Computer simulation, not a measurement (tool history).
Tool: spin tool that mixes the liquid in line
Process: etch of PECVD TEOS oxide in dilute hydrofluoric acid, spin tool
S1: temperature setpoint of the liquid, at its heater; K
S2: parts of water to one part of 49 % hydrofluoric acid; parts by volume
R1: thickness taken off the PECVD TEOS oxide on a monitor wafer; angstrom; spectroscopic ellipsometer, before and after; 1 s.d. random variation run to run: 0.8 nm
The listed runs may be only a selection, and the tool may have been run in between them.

Run 1, hour 0: S1 295.15 K, S2 110 parts by volume, time under the liquid (s) 290. Result: R1 564.18 angstrom.
Run 2, hour 5.5: S1 296.65 K, S2 110 parts by volume, time under the liquid (s) 290. Result: R1 603.87 angstrom.
Run 3, hour 9.2: S1 296.65 K, S2 110 parts by volume, time under the liquid (s) 290. Result: R1 609.37 angstrom.
Run 4, hour 17.3: S1 296.65 K, S2 90 parts by volume, time under the liquid (s) 290. Result: R1 750.55 angstrom.
Run 5, hour 19.5: S1 296.65 K, S2 90 parts by volume, time under the liquid (s) 310. Result: R1 812.35 angstrom.
Run 6, hour 22.2: S1 298.15 K, S2 90 parts by volume, time under the liquid (s) 310. Result: R1 867.01 angstrom.
Run 7, hour 30.8: S1 299.15 K, S2 90 parts by volume, time under the liquid (s) 310. Result: R1 894.34 angstrom.

Run 8 comes next. What will it give?
Run 8, hour 37.4: S1 300.15 K, S2 90 parts by volume, time under the liquid (s) 310. Result: R1 ?.

Run 8 measured R1 937.32 angstrom.

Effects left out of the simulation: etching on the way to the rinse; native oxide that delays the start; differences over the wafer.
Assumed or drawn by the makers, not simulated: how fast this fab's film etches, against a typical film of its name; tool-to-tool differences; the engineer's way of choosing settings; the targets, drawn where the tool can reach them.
